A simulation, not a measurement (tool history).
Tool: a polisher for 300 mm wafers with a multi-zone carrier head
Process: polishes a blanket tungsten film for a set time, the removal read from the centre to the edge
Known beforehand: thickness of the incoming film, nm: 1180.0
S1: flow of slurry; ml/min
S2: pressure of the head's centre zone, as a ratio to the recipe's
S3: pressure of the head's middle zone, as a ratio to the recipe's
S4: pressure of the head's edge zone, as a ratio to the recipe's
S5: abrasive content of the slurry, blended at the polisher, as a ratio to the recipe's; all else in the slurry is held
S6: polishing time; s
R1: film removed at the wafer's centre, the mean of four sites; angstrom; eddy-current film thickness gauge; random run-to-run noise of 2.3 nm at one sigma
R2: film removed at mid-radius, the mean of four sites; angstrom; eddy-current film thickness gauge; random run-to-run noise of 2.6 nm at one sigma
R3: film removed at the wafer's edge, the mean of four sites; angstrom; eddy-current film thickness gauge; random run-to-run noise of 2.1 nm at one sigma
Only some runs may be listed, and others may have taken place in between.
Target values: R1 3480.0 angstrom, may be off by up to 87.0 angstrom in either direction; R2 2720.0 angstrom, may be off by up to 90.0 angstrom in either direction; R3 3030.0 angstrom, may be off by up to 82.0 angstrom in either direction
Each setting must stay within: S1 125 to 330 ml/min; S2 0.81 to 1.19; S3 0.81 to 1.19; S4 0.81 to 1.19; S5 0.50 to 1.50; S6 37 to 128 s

{"run": 1, "hour": 0.0, "S1": 210, "S2": 1.0, "S3": 1.0, "S4": 1.0, "S5": 1.0, "S6": 82, "R1": 3596.5, "R2": 3670.9, "R3": 3605.2}
{"run": 2, "hour": 4.1, "S1": 210, "S2": 1.0, "S3": 1.0, "S4": 1.0, "S5": 1.0, "S6": 94, "R1": 4070.2, "R2": 4155.7, "R3": 4200.6}
{"run": 3, "hour": 12.4, "S1": 210, "S2": 1.05, "S3": 1.0, "S4": 1.0, "S5": 1.0, "S6": 94, "R1": 4308.3, "R2": 4155.1, "R3": 4155.8}
{"run": 4, "hour": 13.5, "S1": 200, "S2": 1.06, "S3": 0.96, "S4": 0.98, "S5": 0.9, "S6": 92, "R1": 4073.9, "R2": 3742.4, "R3": 3908.6}
{"run": 5, "hour": 20.2, "S1": 195, "S2": 1.07, "S3": 0.94, "S4": 0.95, "S5": 0.8, "S6": 90, "R1": 3877.3, "R2": 3483.3, "R3": 3621.1}
{"run": 6, "hour": 22.9, "S1": 185, "S2": 1.08, "S3": 0.91, "S4": 0.92, "S5": 0.75, "S6": 90, "R1": 3785.9, "R2": 3262.3, "R3": 3502.1}
{"run": 7, "hour": 28.5, "S1": 180, "S2": 1.09, "S3": 0.89, "S4": 0.9, "S5": 0.7, "S6": 90, "R1": 3734.5, "R2": 3136.9, "R3": 3336.7}
{"run": 8, "hour": 30.3, "S1": 170, "S2": 1.09, "S3": 0.87, "S4": 0.89, "S5": 0.7, "S6": 90, "R1": 3664.0, "R2": 3075.4, "R3": 3351.0}
{"run": 9, "hour": 34.1, "S1": 165, "S2": 1.1, "S3": 0.86, "S4": 0.87, "S5": 0.65, "S6": 90, "R1": 3602.5, "R2": 2912.8, "R3": 3170.0}
{"run": 10, "hour": 39.8, "S1": 160, "S2": 1.1, "S3": 0.85, "S4": 0.86, "S5": 0.65, "S6": 90, "R1": 3546.1, "R2": 2934.2, "R3": 3195.2}
{"run": 11, "hour": 48.2, "S1": 160, "S2": 1.1, "S3": 0.85, "S4": 0.86, "S5": 0.65, "S6": 90, "R1": 3527.4, "R2": 2849.8, "R3": 3186.9}
{"run": 12, "hour": 50.0, "S1": 140, "S2": 1.12, "S3": 0.83, "S4": 0.81, "S5": 0.6, "S6": 90, "R1": 3442.3, "R2": 2691.7, "R3": 2918.6}

Exactly one of the 4 candidate moves below puts every result within its allowed miss. Which one?
{"run": "A", "hour": 51.8, "S1": 125, "S2": 1.12, "S3": 0.82, "S4": 0.81, "S5": 0.6, "S6": 94, "R1": "?", "R2": "?", "R3": "?"}
{"run": "B", "hour": 51.8, "S1": 190, "S2": 1.14, "S3": 0.89, "S4": 0.81, "S5": 0.65, "S6": 81, "R1": "?", "R2": "?", "R3": "?"}
{"run": "C", "hour": 51.8, "S1": 135, "S2": 1.17, "S3": 0.85, "S4": 0.81, "S5": 0.55, "S6": 91, "R1": "?", "R2": "?", "R3": "?"}
{"run": "D", "hour": 51.8, "S1": 155, "S2": 1.16, "S3": 0.91, "S4": 0.84, "S5": 0.5, "S6": 89, "R1": "?", "R2": "?", "R3": "?"}

move=A R1=3430.2 R2=2661.8 R3=3007.8
move=B R1=3435.6 R2=2765.1 R3=2842.4
move=C R1=3447.7 R2=2627.6 R3=2864.6
move=D R1=3352.0 R2=2713.1 R3=2809.8
A: every result lands within tolerance
B: lands further from the targets than the last run did
C: lands further from the targets than the last run did
D: lands further from the targets than the last run did
Correct choice: A, which meets every target
